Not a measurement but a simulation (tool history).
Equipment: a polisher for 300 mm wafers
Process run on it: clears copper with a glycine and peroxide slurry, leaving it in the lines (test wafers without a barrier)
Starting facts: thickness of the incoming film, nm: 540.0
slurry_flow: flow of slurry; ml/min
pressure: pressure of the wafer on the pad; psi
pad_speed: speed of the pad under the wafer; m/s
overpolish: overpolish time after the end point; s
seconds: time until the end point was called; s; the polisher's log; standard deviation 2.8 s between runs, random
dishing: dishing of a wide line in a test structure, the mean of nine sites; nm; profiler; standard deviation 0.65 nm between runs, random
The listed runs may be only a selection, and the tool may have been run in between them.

run  hour  slurry_flow  pressure  pad_speed  overpolish  seconds  dishing
  1   0.0          190       1.8       0.92          27   200.80   40.821
  2   4.3          210       1.8       0.92          27   210.24   40.242
  3   6.0          210       1.5       0.92          27   235.47   37.791
  4  10.2          210       1.5       1.14          27   213.14   39.679
  5  12.7          210       1.6       1.16          28   199.18   41.716
  6  15.1          175       1.6       1.16          28   204.72   41.741
  7  16.6          175       1.7       1.18          29   195.77   43.193
  8  21.5          175       1.8       1.20          30   181.93   45.363
  9  26.5          175       1.8       1.20          31   189.13   46.163
 10  29.2          175       1.9       1.22          32   169.52   47.895
 11  31.0          175       1.9       1.22          33   174.62   49.093
 12  35.9          175       1.9       1.22          34   170.98   48.971
 13  37.7          175       1.9       1.22          35   178.60   51.302

Forecast run 14:
 14  39.5          175       2.0       1.24          35        ?        ?

seconds: 168.02 s
dishing: 50.791 nm
